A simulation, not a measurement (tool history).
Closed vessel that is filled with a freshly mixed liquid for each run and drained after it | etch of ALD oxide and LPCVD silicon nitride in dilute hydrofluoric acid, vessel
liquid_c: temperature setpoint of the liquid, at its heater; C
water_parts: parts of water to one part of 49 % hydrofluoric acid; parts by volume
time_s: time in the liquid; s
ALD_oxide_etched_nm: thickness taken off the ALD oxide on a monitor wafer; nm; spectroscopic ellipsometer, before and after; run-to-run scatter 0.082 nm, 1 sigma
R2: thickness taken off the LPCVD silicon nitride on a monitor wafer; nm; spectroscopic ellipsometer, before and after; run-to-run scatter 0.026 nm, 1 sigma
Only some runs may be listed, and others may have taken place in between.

Run 1, hour 0.0: liquid_c 21.0 C, water_parts 140 parts by volume, time_s 115 s. Result: ALD_oxide_etched_nm 16.932 nm, R2 0.35134 nm.
Run 2, hour 4.8: liquid_c 19.5 C, water_parts 140 parts by volume, time_s 115 s. Result: ALD_oxide_etched_nm 15.939 nm, R2 0.27128 nm.
Run 3, hour 9.0: liquid_c 19.5 C, water_parts 140 parts by volume, time_s 155 s. Result: ALD_oxide_etched_nm 21.545 nm, R2 0.47820 nm.
Run 4, hour 13.6: liquid_c 17.0 C, water_parts 140 parts by volume, time_s 155 s. Result: ALD_oxide_etched_nm 19.384 nm, R2 0.43094 nm.
Run 5, hour 15.6: liquid_c 17.0 C, water_parts 150 parts by volume, time_s 155 s. Result: ALD_oxide_etched_nm 17.731 nm, R2 0.36269 nm.
Run 6, hour 21.7: liquid_c 17.0 C, water_parts 160 parts by volume, time_s 155 s. Result: ALD_oxide_etched_nm 16.809 nm, R2 0.35394 nm.
Run 7, hour 23.9: liquid_c 17.5 C, water_parts 215 parts by volume, time_s 155 s. Result: ALD_oxide_etched_nm 11.945 nm, R2 0.26038 nm.
Run 8, hour 28.8: liquid_c 17.5 C, water_parts 220 parts by volume, time_s 155 s. Result: ALD_oxide_etched_nm 11.637 nm, R2 0.27090 nm.

Expected results for the next run?
Run 9, hour 30.9: liquid_c 17.5 C, water_parts 225 parts by volume, time_s 155 s. Result: ALD_oxide_etched_nm ?, R2 ?.

Run 9 produced ALD_oxide_etched_nm 11.412 nm, R2 0.30475 nm.
